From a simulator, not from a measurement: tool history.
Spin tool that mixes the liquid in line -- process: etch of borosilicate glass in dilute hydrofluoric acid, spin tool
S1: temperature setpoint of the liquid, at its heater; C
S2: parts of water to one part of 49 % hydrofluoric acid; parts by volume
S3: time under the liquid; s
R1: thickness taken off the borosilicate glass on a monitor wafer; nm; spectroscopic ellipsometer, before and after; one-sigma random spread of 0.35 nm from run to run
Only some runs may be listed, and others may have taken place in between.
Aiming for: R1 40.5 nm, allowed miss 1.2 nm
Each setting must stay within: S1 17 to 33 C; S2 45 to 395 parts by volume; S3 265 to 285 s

| run | hour | S1 | S2 | S3 | R1 |
|---|---|---|---|---|---|
| 1 | 0 | 25 | 220 | 265 | 31.471 |
| 2 | 1.4 | 25 | 220 | 265 | 30.968 |
| 3 | 6.8 | 26.5 | 220 | 265 | 33.304 |
| 4 | 11.1 | 27.5 | 220 | 265 | 34.213 |
| 5 | 14.5 | 27.5 | 260 | 265 | 27.4 |
| 6 | 17 | 28.5 | 250 | 265 | 30.174 |
| 7 | 19 | 29.5 | 245 | 265 | 32.672 |
| 8 | 21.9 | 30 | 240 | 265 | 33.211 |
| 9 | 27.5 | 33 | 210 | 265 | 43.782 |
| 10 | 34.1 | 32.5 | 210 | 265 | 43.255 |
|  | 43.1 | hydrofluoric acid flow meter replaced |
| 11 | 43.1 | 32 | 210 | 265 | 38.521 |

Of the 5 settings listed for the next run, only one would bring every result within its allowed miss of target. Which one?
| A | 52.1 | 33 | 210 | 285 | ? |
| B | 52.1 | 31.5 | 210 | 265 | ? |
| C | 52.1 | 31.5 | 220 | 265 | ? |
| D | 52.1 | 31 | 210 | 285 | ? |
| E | 52.1 | 33 | 220 | 265 | ? |

| move | R1 |
|---|---|
| A | 43.191 |
| B | 38.196 |
| C | 36.009 |
| D | 40.39 |
| E | 37.846 |
A: takes the biggest miss from the last run beyond its target
B: further off than the last run
C: further off than the last run
D: every result lands within tolerance
E: further off than the last run
The move that meets every target is D.
